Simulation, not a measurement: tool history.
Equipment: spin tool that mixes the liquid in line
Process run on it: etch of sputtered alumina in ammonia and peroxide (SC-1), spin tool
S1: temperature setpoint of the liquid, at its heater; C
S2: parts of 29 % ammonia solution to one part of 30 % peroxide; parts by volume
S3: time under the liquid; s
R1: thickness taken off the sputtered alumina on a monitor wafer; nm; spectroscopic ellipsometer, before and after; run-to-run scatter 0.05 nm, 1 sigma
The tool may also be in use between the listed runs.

Run 1, hour 0.0: S1 48.0 C, S2 0.6 parts by volume, S3 75 s. Result: R1 3.8545 nm.
Run 2, hour 3.0: S1 42.0 C, S2 0.6 parts by volume, S3 75 s. Result: R1 2.6933 nm.
Run 3, hour 6.0: S1 42.0 C, S2 0.6 parts by volume, S3 75 s. Result: R1 2.7045 nm.
Run 4, hour 8.6: S1 45.0 C, S2 0.6 parts by volume, S3 75 s. Result: R1 3.2296 nm.
Run 5, hour 11.1: S1 47.5 C, S2 0.6 parts by volume, S3 75 s. Result: R1 3.6745 nm.
Run 6, hour 17.4: S1 47.5 C, S2 0.7 parts by volume, S3 75 s. Result: R1 3.7323 nm.
Run 7, hour 20.8: S1 49.5 C, S2 0.7 parts by volume, S3 75 s. Result: R1 4.2045 nm.

Run 8, settings as shown, results not yet in. Your forecast:
Run 8, hour 26.9: S1 51.0 C, S2 0.7 parts by volume, S3 75 s. Result: R1 ?.

R1: 4.4992 nm

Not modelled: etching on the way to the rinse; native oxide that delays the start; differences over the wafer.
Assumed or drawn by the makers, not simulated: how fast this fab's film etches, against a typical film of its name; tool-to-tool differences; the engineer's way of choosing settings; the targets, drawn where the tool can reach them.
